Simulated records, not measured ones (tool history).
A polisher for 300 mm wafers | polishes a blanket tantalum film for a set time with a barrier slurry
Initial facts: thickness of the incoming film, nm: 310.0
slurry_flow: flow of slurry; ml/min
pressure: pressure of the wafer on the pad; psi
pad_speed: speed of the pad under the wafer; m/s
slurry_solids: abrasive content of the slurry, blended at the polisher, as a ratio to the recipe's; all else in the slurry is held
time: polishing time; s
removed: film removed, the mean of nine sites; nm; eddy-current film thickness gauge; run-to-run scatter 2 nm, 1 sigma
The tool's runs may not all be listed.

run  hour  slurry_flow  pressure  pad_speed  slurry_solids  time  removed
  1   0.0          160       2.3       0.92           1.00    79   152.36
  2   5.7          160       2.4       0.92           1.00    79   159.10
  3  14.6          160       2.4       0.92           1.15    79   168.74
  4  23.2          160       2.4       1.10           1.15    79   190.64
  5  26.9          160       2.1       1.10           1.15    79   166.44
  6  31.9          160       2.1       0.96           1.15    79   157.87
  7  33.8          160       2.2       0.96           1.15    79   161.67
  8  37.1          160       2.3       0.96           1.15    79   163.46
  9  45.3          160       2.4       0.96           1.15    79   171.93
 10  50.7          170       2.6       0.96           1.15    79   187.49

Run 11 has not been measured yet. What should we expect?
 11  56.6          175       2.7       0.96           1.15    79        ?

removed: 191.20 nm
